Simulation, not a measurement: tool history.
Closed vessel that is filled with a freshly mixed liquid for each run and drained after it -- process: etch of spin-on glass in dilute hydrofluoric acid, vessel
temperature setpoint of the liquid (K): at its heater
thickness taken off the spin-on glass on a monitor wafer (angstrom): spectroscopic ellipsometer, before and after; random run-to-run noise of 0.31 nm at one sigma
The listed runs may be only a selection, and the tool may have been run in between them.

| run | day | temperature setpoint of the liquid (K) | parts of water to one part of 49 % hydrofluoric acid (parts by volume) | time in the liquid (s) | thickness taken off the spin-on glass on a monitor wafer (angstrom) |
|---|---|---|---|---|---|
| 1 | 0 | 293.15 | 120 | 30 | 101.58 |
| 2 | 0.154 | 293.15 | 120 | 30 | 101.98 |
| 3 | 0.529 | 295.65 | 90 | 30 | 155.06 |
| 4 | 0.783 | 297.15 | 70 | 30 | 215.9 |
| 5 | 0.904 | 297.15 | 70 | 30 | 214.9 |
| 6 | 1.046 | 298.15 | 55 | 30 | 293.03 |
| 7 | 1.35 | 299.15 | 50 | 30 | 342.69 |

The next listed run, before its measurement:
| 8 | 1.388 | 301.15 | 30 | 30 | ? |

thickness taken off the spin-on glass on a monitor wafer (angstrom): 630.16

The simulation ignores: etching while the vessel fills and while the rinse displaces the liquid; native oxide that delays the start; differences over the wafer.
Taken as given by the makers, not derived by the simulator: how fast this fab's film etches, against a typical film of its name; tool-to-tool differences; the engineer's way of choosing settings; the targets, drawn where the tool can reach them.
